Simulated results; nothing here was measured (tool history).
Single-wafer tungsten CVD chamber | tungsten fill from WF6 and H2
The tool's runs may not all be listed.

run	day	heater temperature setpoint (°C)	chamber pressure (Torr)	deposition time (s)	mean film thickness on the monitor wafer (nm)
1	0	370	48.4	33	70.788
2	0.325	364	48.4	33	62.986
3	0.567	367	48.5	33	66.416
4	0.929	369	48.6	33	68.828
5	1.012	369	43.4	33	64.207
6	1.158	369	43.4	34.1	66.405

Run 7 comes next. What will it give?
7	1.417	371	43.4	34.1	?

Run 7 gave mean film thickness on the monitor wafer (nm) 69.493.
